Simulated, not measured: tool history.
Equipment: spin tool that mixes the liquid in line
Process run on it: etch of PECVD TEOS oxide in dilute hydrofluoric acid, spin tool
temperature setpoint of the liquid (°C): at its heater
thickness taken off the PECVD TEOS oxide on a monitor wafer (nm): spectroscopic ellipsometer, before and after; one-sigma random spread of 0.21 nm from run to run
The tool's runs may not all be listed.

run,hour,temperature setpoint of the liquid (°C),parts of water to one part of 49 % hydrofluoric acid (parts by volume),time under the liquid (s),thickness taken off the PECVD TEOS oxide on a monitor wafer (nm)
1,0,20,160,215,11.037
2,8.6,21,145,215,12.853
3,16.3,21,200,215,8.777
4,19,22,180,215,10.338
5,26.7,22.5,160,215,12.006
6,29.8,25,160,215,13.279

The next listed run, before its measurement:
# hour 35.7: hydrofluoric acid flow meter replaced
7,35.7,25.5,145,215,?

thickness taken off the PECVD TEOS oxide on a monitor wafer (nm): 16.827

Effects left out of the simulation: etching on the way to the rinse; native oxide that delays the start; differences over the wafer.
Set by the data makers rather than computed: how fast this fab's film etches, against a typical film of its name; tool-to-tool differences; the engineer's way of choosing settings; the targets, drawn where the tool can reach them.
